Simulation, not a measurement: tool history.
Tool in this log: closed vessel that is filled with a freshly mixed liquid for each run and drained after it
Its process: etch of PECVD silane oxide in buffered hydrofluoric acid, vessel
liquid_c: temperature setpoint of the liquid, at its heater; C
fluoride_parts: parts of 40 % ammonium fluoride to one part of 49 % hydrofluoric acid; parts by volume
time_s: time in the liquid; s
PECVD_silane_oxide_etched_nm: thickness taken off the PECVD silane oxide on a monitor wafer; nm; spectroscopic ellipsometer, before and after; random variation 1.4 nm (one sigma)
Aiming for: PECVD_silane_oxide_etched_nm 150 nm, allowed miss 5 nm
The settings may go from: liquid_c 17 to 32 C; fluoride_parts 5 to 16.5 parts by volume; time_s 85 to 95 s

run  hour  liquid_c  fluoride_parts  time_s  PECVD_silane_oxide_etched_nm
  1     0        24              10      85                         247.1
  2   3.9      22.5            10.5      85                        215.14
  3   5.3      21.5            10.5      85                        206.85
  4  11.6      21.5             8.5      85                         247.4
  5  13.5      20.5               9      85                        220.18
  6  15.4      19.5             9.5      85                        196.74
  7  19.9        19              10      85                        189.03
  8  24.6      18.5            10.5      85                        173.14
  9  33.1      18.5            10.5      85                        175.32
     36.2  -- thermometer replaced
 10  36.2        18            10.5      85                        155.67

Consider the 4 candidate settings below. Which is the only one whose results all fall within their allowed miss of target?
  A  39.3      17.5            11.5      90                             ?
  B  39.3      17.5             9.5      85                             ?
  C  39.3        17               9      85                             ?
  D  39.3      18.5            10.5      85                             ?

move  PECVD_silane_oxide_etched_nm
   A                        147.99
   B                        165.45
   C                        166.37
   D                        161.67
A: all results land within tolerance of their targets
B: lands further from the targets than the last run did
C: lands further from the targets than the last run did
D: lands further from the targets than the last run did
Move A is the one to make.
